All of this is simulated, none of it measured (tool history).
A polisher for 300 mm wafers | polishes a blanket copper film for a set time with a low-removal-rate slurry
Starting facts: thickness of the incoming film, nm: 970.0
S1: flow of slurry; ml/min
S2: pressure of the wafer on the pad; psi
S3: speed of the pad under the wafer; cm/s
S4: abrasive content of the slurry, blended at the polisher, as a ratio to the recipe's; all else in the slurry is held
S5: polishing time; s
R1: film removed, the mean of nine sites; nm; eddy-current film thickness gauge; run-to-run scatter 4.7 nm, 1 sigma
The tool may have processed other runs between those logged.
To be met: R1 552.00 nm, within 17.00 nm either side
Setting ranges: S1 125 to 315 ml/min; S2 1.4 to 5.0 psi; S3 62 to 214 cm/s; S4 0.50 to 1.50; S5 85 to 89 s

run 1 hour=0.0 | S1=205 S2=3.2 S3=138 S4=1.00 S5=85 | R1=359.37
run 2 hour=4.2 | S1=205 S2=3.2 S3=138 S4=1.00 S5=85 | R1=363.18
run 3 hour=10.2 | S1=205 S2=3.6 S3=138 S4=1.00 S5=85 | R1=393.24
run 4 hour=16.3 | S1=205 S2=2.8 S3=138 S4=1.00 S5=85 | R1=325.97
run 5 hour=25.1 | S1=210 S2=3.3 S3=138 S4=1.00 S5=85 | R1=365.13
run 6 hour=26.8 | S1=210 S2=3.7 S3=140 S4=1.00 S5=85 | R1=413.88
run 7 hour=28.0 | S1=210 S2=4.0 S3=140 S4=1.00 S5=85 | R1=439.22
run 8 hour=30.0 | S1=210 S2=4.2 S3=140 S4=1.00 S5=85 | R1=449.58
run 9 hour=38.4 | S1=210 S2=4.4 S3=142 S4=1.00 S5=85 | R1=470.17
run 10 hour=43.5 | S1=215 S2=4.6 S3=144 S4=1.00 S5=85 | R1=502.80
run 11 hour=47.5 | S1=215 S2=4.7 S3=144 S4=1.00 S5=85 | R1=514.24
run 12 hour=54.2 | S1=230 S2=4.9 S3=144 S4=1.00 S5=85 | R1=534.17

Next run, 4 choices. One meets every target within its allowed miss, the rest don't. Which?
run A hour=60.9 | S1=235 S2=4.6 S3=144 S4=1.15 S5=85 | R1=?
run B hour=60.9 | S1=245 S2=4.8 S3=142 S4=1.00 S5=85 | R1=?
run C hour=60.9 | S1=195 S2=4.9 S3=136 S4=1.00 S5=89 | R1=?
run D hour=60.9 | S1=205 S2=4.6 S3=152 S4=1.05 S5=88 | R1=?

move=A R1=513.37
move=B R1=515.12
move=C R1=512.85
move=D R1=544.00
A: its largest miss is bigger than the last run's
B: its largest miss is bigger than the last run's
C: its largest miss is bigger than the last run's
D: hits every target within its allowed miss
D is the move that brings every result within its allowed miss.
